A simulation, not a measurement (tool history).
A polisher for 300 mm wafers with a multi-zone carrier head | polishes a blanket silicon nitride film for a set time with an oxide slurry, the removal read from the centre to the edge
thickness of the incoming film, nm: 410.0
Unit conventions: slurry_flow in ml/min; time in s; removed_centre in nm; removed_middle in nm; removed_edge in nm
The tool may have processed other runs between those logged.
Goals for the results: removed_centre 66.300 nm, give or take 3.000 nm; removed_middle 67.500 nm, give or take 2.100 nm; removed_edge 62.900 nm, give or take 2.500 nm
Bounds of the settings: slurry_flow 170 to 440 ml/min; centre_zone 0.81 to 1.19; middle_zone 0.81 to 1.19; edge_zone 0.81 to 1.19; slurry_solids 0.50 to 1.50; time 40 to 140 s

run  hour  slurry_flow  centre_zone  middle_zone  edge_zone  slurry_solids  time  removed_centre  removed_middle  removed_edge
  1   0.0          280         1.00         1.00       1.00           1.00    90          48.896          49.874        48.600
  2   5.3          280         1.00         1.05       1.00           1.00    90          49.081          50.622        48.718
  3   6.9          285         1.01         1.07       1.00           1.10    90          51.889          54.653        50.722
  4  13.6          285         0.98         1.07       1.00           1.10    90          49.824          54.633        51.311
  5  19.9          285         0.98         1.07       1.00           1.10    77          42.964          45.947        44.366
  6  27.1          290         1.00         1.08       1.02           1.15    79          45.625          49.691        46.459
  7  28.2          290         1.02         1.06       1.03           1.20    81          48.867          50.983        48.179
  8  29.1          290         1.03         1.06       1.04           1.25    83          52.150          52.192        50.722
  9  30.3          295         1.04         1.08       1.05           1.30    84          53.327          55.397        53.185
 10  37.5          300         1.06         1.09       1.06           1.35    85          54.885          57.975        54.301

Which one of the following 4 next-run settings gets every result inside its allowed miss? There is exactly one.
  A  44.7          390         1.08         1.13       1.08           1.40    94               ?               ?             ?
  B  44.7          175         1.10         0.81       1.06           1.15   109               ?               ?             ?
  C  44.7          310         1.07         1.16       1.03           1.35   100               ?               ?             ?
  D  44.7          350         1.16         1.19       1.03           1.15    97               ?               ?             ?

move  removed_centre  removed_middle  removed_edge
   A          66.289          67.578        62.681
   B          64.576          49.531        61.931
   C          67.392          71.067        63.211
   D          67.158          66.626        57.818
A: in spec on every target
B: lands further from the targets than the last run did
C: pushes the last run's worst result past its target
D: corrects the largest miss of the last run, while another result sits out of spec
Correct choice: A, which meets every target

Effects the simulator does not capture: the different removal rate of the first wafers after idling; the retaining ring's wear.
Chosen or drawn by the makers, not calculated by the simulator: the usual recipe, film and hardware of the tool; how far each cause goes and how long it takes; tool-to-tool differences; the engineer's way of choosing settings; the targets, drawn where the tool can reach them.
